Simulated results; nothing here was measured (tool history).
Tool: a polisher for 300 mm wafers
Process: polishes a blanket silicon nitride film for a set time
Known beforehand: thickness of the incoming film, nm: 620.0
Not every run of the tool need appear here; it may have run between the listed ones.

run,day,flow of slurry (ml/min),pressure of the wafer on the pad (psi),speed of the pad under the wafer (m/s),polishing time (s),film removed (Å)
1,0,175,2.5,1.02,108,1264.8
2,0.112,145,2.5,1.02,108,1242.9
3,0.421,140,2.3,0.96,108,1088.4
4,0.633,140,2.6,0.96,108,1215.5
5,0.762,140,2.1,0.96,108,999.43
6,0.929,135,2,0.9,108,905.44
7,1.092,135,1.9,0.86,108,845.93
8,1.379,135,1.8,0.82,108,770.66
9,1.679,135,1.7,0.8,108,728.44
10,1.867,135,1.6,0.78,108,684.04

Run 11 is up next; what results do you expect?
11,2.246,135,1.5,0.76,108,?

{"run 11": {"film removed (Å)": 631.86}}

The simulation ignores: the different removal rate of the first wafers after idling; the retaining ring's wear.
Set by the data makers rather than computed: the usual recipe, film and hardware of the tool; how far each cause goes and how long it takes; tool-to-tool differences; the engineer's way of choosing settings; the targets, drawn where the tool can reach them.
